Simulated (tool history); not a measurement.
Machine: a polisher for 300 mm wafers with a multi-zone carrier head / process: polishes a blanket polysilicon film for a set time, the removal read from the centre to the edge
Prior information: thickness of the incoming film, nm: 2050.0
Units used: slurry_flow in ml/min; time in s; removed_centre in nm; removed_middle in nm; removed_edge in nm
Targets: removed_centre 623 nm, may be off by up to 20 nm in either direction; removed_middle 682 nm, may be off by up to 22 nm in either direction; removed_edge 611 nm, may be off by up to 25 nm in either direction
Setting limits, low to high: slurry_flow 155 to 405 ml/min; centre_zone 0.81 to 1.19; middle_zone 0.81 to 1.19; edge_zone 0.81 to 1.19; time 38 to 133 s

run,hour,slurry_flow,centre_zone,middle_zone,edge_zone,time,removed_centre,removed_middle,removed_edge
1,0,260,1,1,1,85,469.83,475.66,473.74
2,5.1,215,1,1,1,85,454.63,465.82,464.5
3,13.7,235,1.02,1.06,1.03,90,497.4,519.55,497.3
4,17.7,255,1.03,1.09,1.05,95,544.92,554.5,551.64
5,22.5,265,1.03,1.12,1.02,98,571.62,591.33,555.13
6,27.5,275,1.02,1.14,1.02,100,570.57,601.21,567.11
7,34.1,265,1.02,1.15,1.01,103,581.15,634.09,567.28
# hour 37.5: worn pad replaced by a new one
8,37.5,275,1.02,1.16,1.01,105,649.66,708.85,644.76
9,44.9,260,1.02,1.16,1.01,105,660.34,707.42,646.16
10,53.3,270,1.02,1.16,1,105,659.51,706.41,646.71
11,53.8,260,1.02,1.17,1.01,104,653.68,698.47,639.03
12,57.4,270,1.02,1.17,1,104,650.97,705.38,645.39

Which of these 4 next moves meets every target?
A,61,275,0.99,1.17,1.03,109,?,?,?
B,61,285,0.97,1.1,1.09,107,?,?,?
C,61,315,0.98,1.12,0.92,102,?,?,?
D,61,215,1.08,1.19,0.82,106,?,?,?

move,removed_centre,removed_middle,removed_edge
A,663.08,728.87,692.29
B,639.83,688.5,701.29
C,622.52,670.53,620.05
D,683.76,698.38,593.68
A: further off than the last run
B: the furthest-off result lands on target, but another misses its tolerance
C: meets every target
D: further off than the last run
Move C is the one to make.

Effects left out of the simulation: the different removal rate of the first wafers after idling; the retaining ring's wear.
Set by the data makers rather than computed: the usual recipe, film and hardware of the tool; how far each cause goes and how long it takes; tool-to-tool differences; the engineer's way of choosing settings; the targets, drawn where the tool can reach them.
